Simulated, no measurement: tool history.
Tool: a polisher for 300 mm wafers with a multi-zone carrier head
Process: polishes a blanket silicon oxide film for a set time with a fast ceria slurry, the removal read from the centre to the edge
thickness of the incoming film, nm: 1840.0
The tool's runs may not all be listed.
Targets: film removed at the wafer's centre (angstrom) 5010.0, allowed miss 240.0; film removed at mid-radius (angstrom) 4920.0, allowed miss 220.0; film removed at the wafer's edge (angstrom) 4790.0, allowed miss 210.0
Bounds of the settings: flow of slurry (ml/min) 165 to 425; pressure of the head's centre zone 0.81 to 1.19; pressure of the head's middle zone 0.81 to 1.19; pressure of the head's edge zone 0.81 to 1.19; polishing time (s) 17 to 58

run,hour,flow of slurry (ml/min),pressure of the head's centre zone,pressure of the head's middle zone,pressure of the head's edge zone,polishing time (s),film removed at the wafer's centre (angstrom),film removed at mid-radius (angstrom),film removed at the wafer's edge (angstrom)
1,0.0,275,1.00,1.00,1.00,37,7120.3,7628.9,7784.4
2,2.2,275,1.00,1.00,1.05,37,7008.4,7815.2,8019.4
3,7.8,275,1.00,1.00,1.05,29,5681.5,6124.8,6226.7
4,8.3,275,0.92,1.00,1.05,29,5101.7,6066.4,6285.6
5,14.8,280,0.94,1.00,1.02,27,4911.9,5620.7,5729.6
6,22.0,280,0.96,1.00,0.98,26,4844.3,5557.0,5416.7
7,30.4,280,0.98,0.98,0.96,26,4917.4,5366.2,5306.6
8,31.5,280,0.99,0.97,0.94,26,4823.7,5270.9,5280.8
9,33.2,280,1.02,0.96,0.92,26,5100.9,5336.6,5200.9
# hour 33.9: centre zone pressure recalibrated
10,33.9,280,1.03,0.95,0.90,26,5780.2,5171.9,5154.9
11,42.5,280,1.02,0.95,0.89,26,5617.7,5193.8,5214.8
12,44.2,280,1.01,0.96,0.88,25,5592.4,5058.4,4990.0
13,47.2,280,1.01,0.96,0.88,25,5534.7,5040.3,4837.6
14,51.1,280,1.00,0.96,0.88,25,5532.6,5062.5,4977.7
15,58.2,280,1.00,0.96,0.89,25,5343.0,5117.1,4971.0
16,66.6,280,0.99,0.96,0.89,25,5351.8,5094.1,5041.9

5 next moves are on the table. One of them brings every result within its allowed miss. Which?
A,75.0,280,0.91,0.92,0.81,25,?,?,?
B,75.0,245,0.98,1.11,1.15,24,?,?,?
C,75.0,320,0.89,0.99,0.84,25,?,?,?
D,75.0,250,1.01,0.91,0.82,26,?,?,?
E,75.0,220,0.95,0.83,0.81,30,?,?,?

move,film removed at the wafer's centre (angstrom),film removed at mid-radius (angstrom),film removed at the wafer's edge (angstrom)
A,5009.8,4847.2,4722.5
B,5095.2,5360.1,5275.5
C,4978.3,5227.8,4846.0
D,5699.0,4924.3,4887.0
E,6055.8,5174.5,5539.4
A: meets every target
B: brings the result that was furthest off to its target, and leaves another outside
C: brings the result that was furthest off to its target, and leaves another outside
D: further off than the last run
E: further off than the last run
The right move is A.
